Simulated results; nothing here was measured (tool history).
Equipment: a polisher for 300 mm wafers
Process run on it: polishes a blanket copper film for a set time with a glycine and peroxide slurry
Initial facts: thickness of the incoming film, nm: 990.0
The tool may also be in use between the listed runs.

run,hour,flow of slurry (ml/min),pressure of the wafer on the pad (psi),speed of the pad under the wafer (cm/s),polishing time (s),film removed (nm)
1,0,305,1.8,114,49,232.16
2,2.6,305,1.7,114,49,218.62
3,9.1,305,1.7,142,49,258.66
4,16.3,305,1.6,142,49,253.85
5,21.9,360,1.6,142,49,254.87
6,22.7,360,1.5,142,49,236.63

What will run 7 give?
7,23.9,360,1.4,142,49,?

film removed (nm): 233.69
